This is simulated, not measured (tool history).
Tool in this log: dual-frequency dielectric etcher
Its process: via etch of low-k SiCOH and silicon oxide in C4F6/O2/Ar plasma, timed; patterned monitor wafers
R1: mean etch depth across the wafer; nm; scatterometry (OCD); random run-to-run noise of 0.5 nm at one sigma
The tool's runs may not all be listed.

run 1 hour=0 | source_power_(kW)=0.37 bias_power_(kW)=0.23 etch_time_(s)=49.5 | R1=138.22
run 2 hour=1.4 | source_power_(kW)=0.36 bias_power_(kW)=0.229 etch_time_(s)=49.5 | R1=136.1
run 3 hour=7.1 | source_power_(kW)=0.35 bias_power_(kW)=0.228 etch_time_(s)=49.5 | R1=134.14
run 4 hour=13 | source_power_(kW)=0.35 bias_power_(kW)=0.246 etch_time_(s)=49.5 | R1=138.16
run 5 hour=21.4 | source_power_(kW)=0.34 bias_power_(kW)=0.245 etch_time_(s)=49.5 | R1=136.28
run 6 hour=24.4 | source_power_(kW)=0.33 bias_power_(kW)=0.244 etch_time_(s)=49.5 | R1=133.47
run 7 hour=26.9 | source_power_(kW)=0.32 bias_power_(kW)=0.243 etch_time_(s)=49.5 | R1=131.95
run 8 hour=31 | source_power_(kW)=0.31 bias_power_(kW)=0.243 etch_time_(s)=49.5 | R1=129.58

Run 9 is up next; what results do you expect?
run 9 hour=34.8 | source_power_(kW)=0.29 bias_power_(kW)=0.242 etch_time_(s)=49.5 | R1=?

{"run 9": {"R1": 126.76}}
